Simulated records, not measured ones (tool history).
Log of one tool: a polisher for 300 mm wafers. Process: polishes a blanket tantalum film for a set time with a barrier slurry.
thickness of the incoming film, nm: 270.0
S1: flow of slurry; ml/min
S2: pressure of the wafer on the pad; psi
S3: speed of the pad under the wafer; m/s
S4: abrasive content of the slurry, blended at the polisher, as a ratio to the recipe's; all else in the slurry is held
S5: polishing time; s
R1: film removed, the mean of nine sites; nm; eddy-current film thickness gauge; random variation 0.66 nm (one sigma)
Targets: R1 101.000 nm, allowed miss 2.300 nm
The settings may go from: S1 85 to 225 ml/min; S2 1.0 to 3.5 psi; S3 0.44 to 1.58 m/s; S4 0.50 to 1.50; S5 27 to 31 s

run,hour,S1,S2,S3,S4,S5,R1
1,0.0,145,2.2,1.00,1.00,31,59.129
2,1.1,155,2.5,1.00,1.00,31,65.903
3,2.6,155,2.8,1.02,1.00,31,73.985
4,9.5,170,2.8,1.02,1.00,31,74.960
5,18.4,170,3.0,1.04,1.00,31,81.315
6,20.7,170,3.0,1.04,0.90,31,78.516
7,24.3,170,3.1,1.06,0.90,31,82.233
8,32.4,170,3.2,1.08,0.90,31,87.046
9,39.4,170,3.3,1.10,0.90,31,90.914
10,47.2,175,3.4,1.10,0.90,31,92.297
11,54.6,175,3.4,1.12,0.90,31,94.748

Which of these 4 next moves meets every target?
A,62.0,195,3.5,1.22,0.85,30,?
B,62.0,180,3.2,1.06,1.00,30,?
C,62.0,170,3.3,1.10,0.90,31,?
D,62.0,165,3.5,1.06,0.95,31,?

move,R1
A,101.350
B,85.466
C,89.921
D,92.687
A: meets every target
B: further off than the last run
C: further off than the last run
D: further off than the last run
Move A is the one to make.

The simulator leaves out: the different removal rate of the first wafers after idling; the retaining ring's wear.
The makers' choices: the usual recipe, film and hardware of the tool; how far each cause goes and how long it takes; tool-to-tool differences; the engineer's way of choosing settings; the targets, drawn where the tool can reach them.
